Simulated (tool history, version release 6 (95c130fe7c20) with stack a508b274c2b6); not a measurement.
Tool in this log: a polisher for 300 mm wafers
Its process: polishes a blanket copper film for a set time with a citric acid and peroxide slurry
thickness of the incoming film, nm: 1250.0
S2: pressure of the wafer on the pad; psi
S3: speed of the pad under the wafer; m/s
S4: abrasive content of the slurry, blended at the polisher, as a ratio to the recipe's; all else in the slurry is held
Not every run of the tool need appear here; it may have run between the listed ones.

{"run": 1, "day": 0.0, "flow of slurry (ml/min)": 190, "S2": 2.4, "S3": 0.92, "S4": 1.0, "polishing time (s)": 20, "film removed (angstrom)": 260.79}
{"run": 2, "day": 0.075, "flow of slurry (ml/min)": 190, "S2": 2.2, "S3": 0.86, "S4": 1.0, "polishing time (s)": 20, "film removed (angstrom)": 227.48}
{"run": 3, "day": 0.175, "flow of slurry (ml/min)": 190, "S2": 2.0, "S3": 0.8, "S4": 1.0, "polishing time (s)": 20, "film removed (angstrom)": 190.43}
{"run": 4, "day": 0.408, "flow of slurry (ml/min)": 190, "S2": 1.8, "S3": 0.78, "S4": 1.0, "polishing time (s)": 20, "film removed (angstrom)": 171.78}
{"day": 0.442, "done": "worn pad replaced by a new one"}
{"run": 5, "day": 0.442, "flow of slurry (ml/min)": 190, "S2": 1.7, "S3": 0.76, "S4": 1.0, "polishing time (s)": 20, "film removed (angstrom)": 174.06}
{"run": 6, "day": 0.508, "flow of slurry (ml/min)": 190, "S2": 1.7, "S3": 0.76, "S4": 1.0, "polishing time (s)": 17, "film removed (angstrom)": 150.93}
{"run": 7, "day": 0.55, "flow of slurry (ml/min)": 190, "S2": 1.6, "S3": 0.74, "S4": 1.0, "polishing time (s)": 17, "film removed (angstrom)": 134.16}
{"run": 8, "day": 0.904, "flow of slurry (ml/min)": 190, "S2": 1.5, "S3": 0.74, "S4": 1.0, "polishing time (s)": 17, "film removed (angstrom)": 130.05}

Forecast run 9:
{"run": 9, "day": 1.05, "flow of slurry (ml/min)": 190, "S2": 1.4, "S3": 0.74, "S4": 1.0, "polishing time (s)": 17, "film removed (angstrom)": "?"}

Logged for run 9: film removed (angstrom) 117.79.
